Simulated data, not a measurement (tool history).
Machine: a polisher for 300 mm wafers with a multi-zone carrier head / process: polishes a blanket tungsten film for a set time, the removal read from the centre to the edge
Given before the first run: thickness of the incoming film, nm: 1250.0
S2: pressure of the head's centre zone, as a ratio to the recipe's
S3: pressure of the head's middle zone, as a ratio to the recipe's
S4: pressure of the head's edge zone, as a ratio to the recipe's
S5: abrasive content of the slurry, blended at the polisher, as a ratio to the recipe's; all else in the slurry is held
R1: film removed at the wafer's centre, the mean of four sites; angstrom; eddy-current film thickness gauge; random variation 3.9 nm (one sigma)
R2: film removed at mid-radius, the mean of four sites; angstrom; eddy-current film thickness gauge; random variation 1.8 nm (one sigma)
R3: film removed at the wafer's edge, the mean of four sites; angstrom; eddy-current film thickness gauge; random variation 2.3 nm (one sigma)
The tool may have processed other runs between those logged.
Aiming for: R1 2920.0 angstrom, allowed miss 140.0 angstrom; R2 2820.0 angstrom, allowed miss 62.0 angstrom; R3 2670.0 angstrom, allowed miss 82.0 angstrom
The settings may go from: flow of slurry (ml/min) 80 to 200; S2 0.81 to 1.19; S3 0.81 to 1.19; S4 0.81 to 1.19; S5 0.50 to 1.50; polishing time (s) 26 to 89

Run 1, hour 0.0: flow of slurry (ml/min) 130, S2 1.00, S3 1.00, S4 1.00, S5 1.00, polishing time (s) 57. Result: R1 1891.7 angstrom, R2 1948.6 angstrom, R3 1943.2 angstrom.
Run 2, hour 7.5: flow of slurry (ml/min) 140, S2 1.04, S3 1.03, S4 1.04, S5 1.15, polishing time (s) 58. Result: R1 2069.8 angstrom, R2 2069.2 angstrom, R3 2056.9 angstrom.
Run 3, hour 11.8: flow of slurry (ml/min) 140, S2 1.04, S3 1.03, S4 1.04, S5 1.15, polishing time (s) 47. Result: R1 1656.7 angstrom, R2 1697.1 angstrom, R3 1650.0 angstrom.
Run 4, hour 16.2: flow of slurry (ml/min) 140, S2 1.04, S3 1.00, S4 1.04, S5 1.15, polishing time (s) 47. Result: R1 1668.8 angstrom, R2 1656.7 angstrom, R3 1676.3 angstrom.
Run 5, hour 24.6: flow of slurry (ml/min) 140, S2 1.10, S3 1.00, S4 1.04, S5 1.15, polishing time (s) 47. Result: R1 1806.9 angstrom, R2 1651.4 angstrom, R3 1657.5 angstrom.
Run 6, hour 25.8: flow of slurry (ml/min) 140, S2 1.10, S3 1.00, S4 1.04, S5 1.15, polishing time (s) 40. Result: R1 1495.1 angstrom, R2 1397.6 angstrom, R3 1388.8 angstrom.
Run 7, hour 28.3: flow of slurry (ml/min) 175, S2 1.13, S3 1.10, S4 1.14, S5 1.40, polishing time (s) 56. Result: R1 2362.6 angstrom, R2 2284.6 angstrom, R3 2220.7 angstrom.
At hour 32.2: slurry nozzle cleaned.
Run 8, hour 32.2: flow of slurry (ml/min) 180, S2 1.14, S3 1.11, S4 1.15, S5 1.45, polishing time (s) 58. Result: R1 2604.0 angstrom, R2 2497.0 angstrom, R3 2369.6 angstrom.
Run 9, hour 37.7: flow of slurry (ml/min) 180, S2 1.14, S3 1.11, S4 1.16, S5 1.45, polishing time (s) 59. Result: R1 2600.3 angstrom, R2 2543.1 angstrom, R3 2417.3 angstrom.
Run 10, hour 46.0: flow of slurry (ml/min) 185, S2 1.15, S3 1.11, S4 1.17, S5 1.45, polishing time (s) 60. Result: R1 2734.3 angstrom, R2 2576.5 angstrom, R3 2447.7 angstrom.

Exactly one of the 4 candidate moves below puts every result within its allowed miss. Which one?
Run A, hour 54.3: flow of slurry (ml/min) 175, S2 1.13, S3 1.16, S4 1.10, S5 1.20, polishing time (s) 69. Result: R1 ?, R2 ?, R3 ?.
Run B, hour 54.3: flow of slurry (ml/min) 160, S2 1.06, S3 1.19, S4 1.19, S5 1.50, polishing time (s) 62. Result: R1 ?, R2 ?, R3 ?.
Run C, hour 54.3: flow of slurry (ml/min) 150, S2 1.17, S3 1.19, S4 1.14, S5 1.10, polishing time (s) 70. Result: R1 ?, R2 ?, R3 ?.
Run D, hour 54.3: flow of slurry (ml/min) 190, S2 1.13, S3 1.10, S4 1.13, S5 1.35, polishing time (s) 67. Result: R1 ?, R2 ?, R3 ?.

move      R1      R2      R3
   A  2991.0  2953.7  2714.0
   B  2578.2  2780.4  2609.3
   C  3031.4  2961.7  2726.2
   D  2992.3  2820.4  2744.4
A: moves the result that the last run missed by most past its target, out the other side
B: brings the last run's worst result on target, with another outside its allowed miss
C: moves the result that the last run missed by most past its target, out the other side
D: in spec on every target
D is the move that brings every result within its allowed miss.
